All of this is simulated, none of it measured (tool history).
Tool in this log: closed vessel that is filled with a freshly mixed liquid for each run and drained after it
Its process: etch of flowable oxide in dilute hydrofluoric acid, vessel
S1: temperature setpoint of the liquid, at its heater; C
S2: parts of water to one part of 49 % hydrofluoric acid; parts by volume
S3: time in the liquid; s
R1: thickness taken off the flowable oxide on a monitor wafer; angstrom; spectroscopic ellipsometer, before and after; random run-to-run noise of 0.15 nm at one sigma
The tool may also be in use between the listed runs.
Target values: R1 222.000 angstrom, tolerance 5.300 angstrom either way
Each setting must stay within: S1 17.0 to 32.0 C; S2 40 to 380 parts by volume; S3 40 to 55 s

{"run": 1, "hour": 0.0, "S1": 24.0, "S2": 210, "S3": 55, "R1": 83.251}
{"run": 2, "hour": 6.3, "S1": 24.0, "S2": 210, "S3": 55, "R1": 83.693}
{"run": 3, "hour": 9.1, "S1": 25.5, "S2": 185, "S3": 55, "R1": 102.89}
{"run": 4, "hour": 15.0, "S1": 27.0, "S2": 165, "S3": 55, "R1": 126.07}
{"run": 5, "hour": 19.6, "S1": 28.0, "S2": 155, "S3": 55, "R1": 138.69}
{"run": 6, "hour": 27.5, "S1": 28.0, "S2": 130, "S3": 55, "R1": 172.53}
{"run": 7, "hour": 32.6, "S1": 29.0, "S2": 125, "S3": 55, "R1": 187.48}
{"run": 8, "hour": 34.5, "S1": 29.5, "S2": 125, "S3": 55, "R1": 190.02}
{"run": 9, "hour": 36.1, "S1": 30.0, "S2": 125, "S3": 55, "R1": 193.37}
{"run": 10, "hour": 44.3, "S1": 30.5, "S2": 125, "S3": 55, "R1": 196.8}
{"run": 11, "hour": 47.4, "S1": 31.0, "S2": 125, "S3": 55, "R1": 200.73}
{"run": 12, "hour": 48.7, "S1": 31.5, "S2": 120, "S3": 55, "R1": 213.83}

Pick the move, out of 5, that brings all results within their allowed miss; only one does.
{"run": "A", "hour": 50.0, "S1": 32.0, "S2": 125, "S3": 55, "R1": "?"}
{"run": "B", "hour": 50.0, "S1": 28.5, "S2": 110, "S3": 55, "R1": "?"}
{"run": "C", "hour": 50.0, "S1": 31.5, "S2": 125, "S3": 55, "R1": "?"}
{"run": "D", "hour": 50.0, "S1": 31.0, "S2": 115, "S3": 55, "R1": "?"}
{"run": "E", "hour": 50.0, "S1": 30.0, "S2": 90, "S3": 40, "R1": "?"}

move=A R1=207.750
move=B R1=212.420
move=C R1=204.090
move=D R1=221.090
move=E R1=205.490
A: lands further from the targets than the last run did
B: lands further from the targets than the last run did
C: lands further from the targets than the last run did
D: in spec on every target
E: lands further from the targets than the last run did
Answer: D

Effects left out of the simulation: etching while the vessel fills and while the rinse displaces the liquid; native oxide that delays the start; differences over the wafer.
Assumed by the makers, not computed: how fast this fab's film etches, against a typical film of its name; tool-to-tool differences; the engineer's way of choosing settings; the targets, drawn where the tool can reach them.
